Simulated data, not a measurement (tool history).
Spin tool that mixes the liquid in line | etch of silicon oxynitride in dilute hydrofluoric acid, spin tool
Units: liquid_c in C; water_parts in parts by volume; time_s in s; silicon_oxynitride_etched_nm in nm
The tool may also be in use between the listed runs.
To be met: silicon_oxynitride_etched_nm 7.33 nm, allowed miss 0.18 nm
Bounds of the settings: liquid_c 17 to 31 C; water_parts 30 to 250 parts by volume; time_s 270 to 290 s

run	hour	liquid_c	water_parts	time_s	silicon_oxynitride_etched_nm
1	0	23	140	270	5.8023
2	2.4	23.5	140	270	5.899
3	9.8	24	140	270	6.0184
4	11.3	24	140	270	5.9918
5	16.6	24.5	140	270	6.0973
6	24.4	24.5	140	290	6.5917
7	28.7	25	140	290	6.6925
8	35.4	25.5	140	290	6.768
9	39.1	26	140	290	7.0449
10	47.7	26	140	290	7.09

4 next moves are on the table. One of them brings every result within its allowed miss. Which?
A	56.3	28.5	135	275	?
B	56.3	26	120	270	?
C	56.3	25.5	115	270	?
D	56.3	26	135	290	?

move	silicon_oxynitride_etched_nm
A	7.8381
B	7.8259
C	8.0113
D	7.3823
A: takes the result that was furthest off past its target
B: takes the result that was furthest off past its target
C: takes the result that was furthest off past its target
D: meets every target
Answer: D
